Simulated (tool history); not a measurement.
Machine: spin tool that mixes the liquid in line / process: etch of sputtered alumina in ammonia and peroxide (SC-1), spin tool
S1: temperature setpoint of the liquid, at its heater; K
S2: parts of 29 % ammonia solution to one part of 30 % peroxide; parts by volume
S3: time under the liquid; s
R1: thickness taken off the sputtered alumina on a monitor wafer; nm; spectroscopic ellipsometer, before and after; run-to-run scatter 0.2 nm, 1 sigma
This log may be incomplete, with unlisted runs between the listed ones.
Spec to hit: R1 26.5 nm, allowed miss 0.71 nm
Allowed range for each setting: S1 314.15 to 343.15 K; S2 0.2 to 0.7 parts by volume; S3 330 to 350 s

Run 1, hour 0: S1 330.15 K, S2 0.4 parts by volume, S3 330 s. Result: R1 13.409 nm.
Run 2, hour 5.1: S1 330.15 K, S2 0.5 parts by volume, S3 330 s. Result: R1 13.717 nm.
Run 3, hour 7.7: S1 330.15 K, S2 0.45 parts by volume, S3 330 s. Result: R1 13.616 nm.
Run 4, hour 8.9: S1 324.15 K, S2 0.45 parts by volume, S3 330 s. Result: R1 9.7933 nm.
Run 5, hour 15.5: S1 324.15 K, S2 0.45 parts by volume, S3 330 s. Result: R1 9.8805 nm.
Run 6, hour 16.4: S1 324.15 K, S2 0.45 parts by volume, S3 330 s. Result: R1 9.8563 nm.
Run 7, hour 17.1: S1 324.15 K, S2 0.45 parts by volume, S3 330 s. Result: R1 9.8116 nm.
Run 8, hour 22.6: S1 328.65 K, S2 0.45 parts by volume, S3 330 s. Result: R1 12.527 nm.
Run 9, hour 30.1: S1 328.65 K, S2 0.45 parts by volume, S3 330 s. Result: R1 12.581 nm.
Run 10, hour 33.8: S1 332.15 K, S2 0.45 parts by volume, S3 330 s. Result: R1 15.114 nm.
Run 11, hour 38.1: S1 334.65 K, S2 0.45 parts by volume, S3 330 s. Result: R1 17.108 nm.
Run 12, hour 43.9: S1 342.65 K, S2 0.45 parts by volume, S3 330 s. Result: R1 25.693 nm.

Which single option among these 4 for the next run brings every result within its allowed miss of target? Just one does.
Run A, hour 49.7: S1 342.15 K, S2 0.35 parts by volume, S3 335 s. Result: R1 ?.
Run B, hour 49.7: S1 341.65 K, S2 0.45 parts by volume, S3 330 s. Result: R1 ?.
Run C, hour 49.7: S1 342.15 K, S2 0.45 parts by volume, S3 345 s. Result: R1 ?.
Run D, hour 49.7: S1 342.15 K, S2 0.4 parts by volume, S3 330 s. Result: R1 ?.

move      R1
   A  24.588
   B  24.202
   C   25.93
   D  24.528
A: moves away from the targets compared with the last run
B: moves away from the targets compared with the last run
C: every result lands within tolerance
D: moves away from the targets compared with the last run
Go with C: it meets all targets.
